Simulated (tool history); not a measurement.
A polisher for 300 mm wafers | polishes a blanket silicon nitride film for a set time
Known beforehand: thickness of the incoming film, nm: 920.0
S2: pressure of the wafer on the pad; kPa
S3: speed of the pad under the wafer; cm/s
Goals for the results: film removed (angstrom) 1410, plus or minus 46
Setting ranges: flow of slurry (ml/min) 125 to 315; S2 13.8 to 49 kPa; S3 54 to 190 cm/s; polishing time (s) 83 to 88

Run 1, day 0: flow of slurry (ml/min) 205, S2 31 kPa, S3 122 cm/s, polishing time (s) 83. Result: film removed (angstrom) 1581.7.
Run 2, day 0.125: flow of slurry (ml/min) 205, S2 31 kPa, S3 122 cm/s, polishing time (s) 88. Result: film removed (angstrom) 1666.3.
Run 3, day 0.208: flow of slurry (ml/min) 205, S2 33.8 kPa, S3 122 cm/s, polishing time (s) 88. Result: film removed (angstrom) 1836.6.
Run 4, day 0.512: flow of slurry (ml/min) 205, S2 31.7 kPa, S3 122 cm/s, polishing time (s) 88. Result: film removed (angstrom) 1765.5.
Run 5, day 0.546: flow of slurry (ml/min) 205, S2 29.6 kPa, S3 122 cm/s, polishing time (s) 88. Result: film removed (angstrom) 1634.5.
Run 6, day 0.712: flow of slurry (ml/min) 205, S2 29.6 kPa, S3 122 cm/s, polishing time (s) 88. Result: film removed (angstrom) 1626.8.
At day 1.042: worn pad replaced by a new one.
Run 7, day 1.042: flow of slurry (ml/min) 205, S2 29.6 kPa, S3 122 cm/s, polishing time (s) 88. Result: film removed (angstrom) 1783.5.
Run 8, day 1.179: flow of slurry (ml/min) 205, S2 26.9 kPa, S3 116 cm/s, polishing time (s) 88. Result: film removed (angstrom) 1564.3.
Run 9, day 1.246: flow of slurry (ml/min) 205, S2 25.5 kPa, S3 116 cm/s, polishing time (s) 88. Result: film removed (angstrom) 1505.7.
Run 10, day 1.588: flow of slurry (ml/min) 205, S2 25.5 kPa, S3 116 cm/s, polishing time (s) 88. Result: film removed (angstrom) 1502.5.

Of the 4 settings listed for the next run, only one would bring every result within its allowed miss of target. Which one?
Run A, day 1.929: flow of slurry (ml/min) 210, S2 22.8 kPa, S3 116 cm/s, polishing time (s) 88. Result: film removed (angstrom) ?.
Run B, day 1.929: flow of slurry (ml/min) 215, S2 21.4 kPa, S3 122 cm/s, polishing time (s) 85. Result: film removed (angstrom) ?.
Run C, day 1.929: flow of slurry (ml/min) 245, S2 22.1 kPa, S3 126 cm/s, polishing time (s) 88. Result: film removed (angstrom) ?.
Run D, day 1.929: flow of slurry (ml/min) 230, S2 28.3 kPa, S3 118 cm/s, polishing time (s) 85. Result: film removed (angstrom) ?.

move  film removed (angstrom)
   A                   1335.5
   B                   1267.6
   C                   1403.8
   D                   1624.7
A: carries the result that was furthest off beyond its target, to the other side
B: carries the result that was furthest off beyond its target, to the other side
C: all results land within tolerance of their targets
D: misses by more than the last run did
Answer: C

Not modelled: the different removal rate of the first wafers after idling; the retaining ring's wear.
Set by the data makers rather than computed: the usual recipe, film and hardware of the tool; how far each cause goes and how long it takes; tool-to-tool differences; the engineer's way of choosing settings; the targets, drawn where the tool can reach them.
